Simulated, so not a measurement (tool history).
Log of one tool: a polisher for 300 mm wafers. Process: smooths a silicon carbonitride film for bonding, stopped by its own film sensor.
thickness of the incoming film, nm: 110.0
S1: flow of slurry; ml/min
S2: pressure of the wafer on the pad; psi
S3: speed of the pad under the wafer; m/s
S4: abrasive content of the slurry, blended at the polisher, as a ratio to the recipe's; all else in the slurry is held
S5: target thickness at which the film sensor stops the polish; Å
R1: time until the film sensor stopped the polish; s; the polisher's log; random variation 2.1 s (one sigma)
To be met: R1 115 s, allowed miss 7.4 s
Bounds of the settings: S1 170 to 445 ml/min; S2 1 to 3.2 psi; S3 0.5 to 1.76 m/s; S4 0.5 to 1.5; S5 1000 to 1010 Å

run  hour   S1   S2    S3    S4    S5      R1
  1     0  285  2.1  1.12     1  1000  31.625
  2   2.3  250  2.1  1.12     1  1000  32.655
  3   4.5  240    2  1.06  0.95  1000  35.839
  4  12.9  275    2  1.06  0.95  1000  34.644
  5  19.6  315    2  1.06  0.95  1000  34.514
  6  26.2  300  1.9     1   0.9  1000  39.407
  7  32.1  285  1.8  0.94  0.85  1000  44.446
  8  40.3  270  1.7   0.9   0.8  1000  50.201
  9  47.1  230  1.1  0.58  0.55  1000  124.19

5 next moves are on the table. One of them brings every result within its allowed miss. Which?
  A  53.9  250  1.1   0.6   0.6  1000   ?
  B  53.9  205    1  0.54  0.65  1000   ?
  C  53.9  230  1.1  0.68   0.6  1010   ?
  D  53.9  170    1   0.7   0.9  1010   ?
  E  53.9  265    1  0.62   0.5  1000   ?

move      R1
   A  117.52
   B  139.33
   C  96.526
   D  93.942
   E  131.81
A: meets every target
B: further off than the last run
C: takes the result that was furthest off past its target
D: takes the result that was furthest off past its target
E: further off than the last run
Move A is the one to make.
